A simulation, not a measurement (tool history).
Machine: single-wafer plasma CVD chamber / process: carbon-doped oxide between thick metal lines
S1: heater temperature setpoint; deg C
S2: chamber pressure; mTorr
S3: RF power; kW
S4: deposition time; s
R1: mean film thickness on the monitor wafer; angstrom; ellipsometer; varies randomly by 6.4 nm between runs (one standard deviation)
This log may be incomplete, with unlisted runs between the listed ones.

Run 1, hour 0: S1 370 deg C, S2 6370 mTorr, S3 0.565 kW, S4 176 s. Result: R1 10869 angstrom.
Run 2, hour 0.8: S1 370 deg C, S2 6370 mTorr, S3 0.565 kW, S4 168 s. Result: R1 10306 angstrom.
Run 3, hour 3.6: S1 368 deg C, S2 6670 mTorr, S3 0.61 kW, S4 169 s. Result: R1 10988 angstrom.
Run 4, hour 8.2: S1 367 deg C, S2 6880 mTorr, S3 0.645 kW, S4 170 s. Result: R1 11554 angstrom.
Run 5, hour 11.4: S1 359 deg C, S2 6880 mTorr, S3 0.645 kW, S4 170 s. Result: R1 11730 angstrom.
Run 6, hour 17.7: S1 359 deg C, S2 7780 mTorr, S3 0.645 kW, S4 170 s. Result: R1 11850 angstrom.

Forecast run 7:
Run 7, hour 25.2: S1 358 deg C, S2 7870 mTorr, S3 0.66 kW, S4 170 s. Result: R1 ?.

Run 7 yielded R1 12154 angstrom.
